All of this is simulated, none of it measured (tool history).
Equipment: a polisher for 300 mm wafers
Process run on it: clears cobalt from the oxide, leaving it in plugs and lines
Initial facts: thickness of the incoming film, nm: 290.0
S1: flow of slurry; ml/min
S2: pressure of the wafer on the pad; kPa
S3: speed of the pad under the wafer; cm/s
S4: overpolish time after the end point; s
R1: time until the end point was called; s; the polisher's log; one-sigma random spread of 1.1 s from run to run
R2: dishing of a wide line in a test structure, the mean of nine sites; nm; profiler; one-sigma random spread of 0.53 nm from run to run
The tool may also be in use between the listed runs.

run  hour   S1    S2   S3  S4      R1      R2
  1     0  245  12.4  114  15  42.056   64.66
  2   1.8  245  10.3  112  15  50.825  59.338
  3  10.5  245     9  110  14  55.632  54.221
  4  17.7  280     9  110  14  55.798   53.98
  5  25.5  280   8.3  108  14  59.331  51.939
     30.1  -- head pressure recalibrated
  6  30.1  280   9.7  108  14  57.029  53.086

Run 7, settings as shown, results not yet in. Your forecast:
  7  37.6  290   9  108  14   ?   ?

{"run 7": {"R1": 58.488, "R2": 52.122}}
